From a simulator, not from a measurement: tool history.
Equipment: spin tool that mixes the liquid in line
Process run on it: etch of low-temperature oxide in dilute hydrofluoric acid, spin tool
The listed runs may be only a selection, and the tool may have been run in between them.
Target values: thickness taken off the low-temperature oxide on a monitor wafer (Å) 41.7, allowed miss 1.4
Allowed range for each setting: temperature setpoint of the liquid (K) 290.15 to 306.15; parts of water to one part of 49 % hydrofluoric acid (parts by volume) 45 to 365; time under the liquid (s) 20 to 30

run	hour	temperature setpoint of the liquid (K)	parts of water to one part of 49 % hydrofluoric acid (parts by volume)	time under the liquid (s)	thickness taken off the low-temperature oxide on a monitor wafer (Å)
1	0	298.15	205	30	13.602
2	6.9	299.65	175	30	16.856
3	13.7	300.65	150	30	21.453
4	18.3	300.65	150	20	14.601
5	26.5	304.15	150	20	16.155
6	31.6	306.15	150	20	17.343
7	35.3	306.15	130	20	20.958
8	38.1	306.15	130	20	20.693
9	44	306.15	50	30	90.825
10	51.5	306.15	50	30	92.472
11	56.4	306.15	60	30	74.578
12	57.4	306.15	70	30	63.094
13	62.9	306.15	75	30	58.048
14	63.6	306.15	80	30	54.866

Exactly one of the 5 candidate moves below puts every result within its allowed miss. Which one?
A	64.3	304.15	95	30	?
B	64.3	306.15	80	25	?
C	64.3	305.65	50	30	?
D	64.3	306.15	50	25	?
E	64.3	306.15	75	20	?

move	thickness taken off the low-temperature oxide on a monitor wafer (Å)
A	41.667
B	45.44
C	89.823
D	76.303
E	39.082
A: in spec on every target
B: an improvement on the last run, though not all results are within tolerance
C: moves away from the targets compared with the last run
D: moves away from the targets compared with the last run
E: takes the biggest miss from the last run beyond its target
Correct choice: A, which meets every target

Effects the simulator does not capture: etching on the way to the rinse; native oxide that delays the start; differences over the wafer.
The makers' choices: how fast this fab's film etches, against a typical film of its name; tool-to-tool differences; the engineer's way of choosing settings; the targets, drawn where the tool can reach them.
